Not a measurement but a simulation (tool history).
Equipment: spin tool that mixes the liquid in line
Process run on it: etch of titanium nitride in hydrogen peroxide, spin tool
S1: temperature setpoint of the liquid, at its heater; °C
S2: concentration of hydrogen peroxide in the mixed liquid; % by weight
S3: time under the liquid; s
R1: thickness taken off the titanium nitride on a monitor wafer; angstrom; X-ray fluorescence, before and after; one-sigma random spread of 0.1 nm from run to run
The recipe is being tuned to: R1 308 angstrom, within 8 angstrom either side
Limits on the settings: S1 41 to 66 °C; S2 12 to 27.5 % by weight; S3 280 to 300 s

run    day    S1    S2   S3      R1
  1      0    57  18.5  280  191.35
  2  0.096  58.5  18.5  280  211.35
  3  0.429  59.5  18.5  280  227.03
  4  0.775  59.5    22  280  235.07
  5  0.838  59.5    22  300  249.85
  6  0.962    60    22  300  261.77
  7  1.054  60.5    22  300  269.19
  8  1.283    61    22  300  279.55
  9  1.438  61.5    22  300  288.17

Which one of the following 5 next-run settings gets every result inside its allowed miss? There is exactly one.
  A  1.592  61.5    23  300   ?
  B  1.592    61    23  285   ?
  C  1.592  61.5  22.5  300   ?
  D  1.592  61.5    24  300   ?
  E  1.592  62.5  21.5  300   ?

move      R1
   A  290.98
   B  267.26
   C   289.6
   D  293.68
   E  306.69
A: better than the last run, though not everything is in spec
B: moves away from the targets compared with the last run
C: better than the last run, though not everything is in spec
D: better than the last run, though not everything is in spec
E: all results land within tolerance of their targets
Move E is the one to make.
